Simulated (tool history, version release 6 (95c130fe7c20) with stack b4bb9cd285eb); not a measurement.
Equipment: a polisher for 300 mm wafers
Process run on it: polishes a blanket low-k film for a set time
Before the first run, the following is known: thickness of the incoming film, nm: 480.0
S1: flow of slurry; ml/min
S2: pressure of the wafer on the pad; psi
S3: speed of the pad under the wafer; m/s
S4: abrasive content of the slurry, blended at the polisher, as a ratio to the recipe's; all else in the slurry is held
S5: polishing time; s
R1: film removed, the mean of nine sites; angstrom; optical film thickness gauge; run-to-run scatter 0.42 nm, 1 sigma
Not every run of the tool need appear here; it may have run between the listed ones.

Run 1, day 0: S1 305 ml/min, S2 1.6 psi, S3 0.96 m/s, S4 1, S5 80 s. Result: R1 252.19 angstrom.
Run 2, day 0.246: S1 305 ml/min, S2 1.7 psi, S3 0.96 m/s, S4 1, S5 80 s. Result: R1 258.11 angstrom.
Run 3, day 0.454: S1 305 ml/min, S2 1.9 psi, S3 0.96 m/s, S4 1, S5 80 s. Result: R1 284.57 angstrom.
Run 4, day 0.642: S1 305 ml/min, S2 1.6 psi, S3 0.96 m/s, S4 1, S5 80 s. Result: R1 253.73 angstrom.
Run 5, day 0.721: S1 305 ml/min, S2 1.6 psi, S3 0.96 m/s, S4 1.2, S5 80 s. Result: R1 270.17 angstrom.
Run 6, day 0.888: S1 305 ml/min, S2 1.6 psi, S3 0.96 m/s, S4 1.05, S5 80 s. Result: R1 257.55 angstrom.
Run 7, day 0.946: S1 305 ml/min, S2 1.6 psi, S3 0.96 m/s, S4 1.05, S5 80 s. Result: R1 248.76 angstrom.

Estimate the outcome of run 8 from the log above:
Run 8, day 1.221: S1 305 ml/min, S2 1.8 psi, S3 0.96 m/s, S4 1.05, S5 80 s. Result: R1 ?.

R1: 273.92 angstrom
